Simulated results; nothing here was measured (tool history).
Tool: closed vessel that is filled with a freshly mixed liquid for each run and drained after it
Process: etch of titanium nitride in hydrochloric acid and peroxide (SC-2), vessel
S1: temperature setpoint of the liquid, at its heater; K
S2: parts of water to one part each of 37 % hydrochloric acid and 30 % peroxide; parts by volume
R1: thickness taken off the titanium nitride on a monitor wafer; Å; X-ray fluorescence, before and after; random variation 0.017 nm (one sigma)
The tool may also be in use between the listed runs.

Run 1, hour 0.0: S1 329.15 K, S2 7.5 parts by volume, time in the liquid (s) 145. Result: R1 41.921 Å.
Run 2, hour 7.2: S1 329.15 K, S2 7.5 parts by volume, time in the liquid (s) 90. Result: R1 25.664 Å.
Run 3, hour 9.6: S1 335.15 K, S2 7.5 parts by volume, time in the liquid (s) 90. Result: R1 37.746 Å.
Run 4, hour 18.0: S1 332.65 K, S2 7.5 parts by volume, time in the liquid (s) 90. Result: R1 32.152 Å.
Run 5, hour 19.7: S1 331.65 K, S2 7.5 parts by volume, time in the liquid (s) 90. Result: R1 30.368 Å.
Run 6, hour 20.6: S1 331.65 K, S2 7.5 parts by volume, time in the liquid (s) 145. Result: R1 48.978 Å.

Run 7 comes next. What will it give?
Run 7, hour 27.3: S1 331.65 K, S2 7.5 parts by volume, time in the liquid (s) 145. Result: R1 ?.

Run 7 gave R1 48.894 Å.
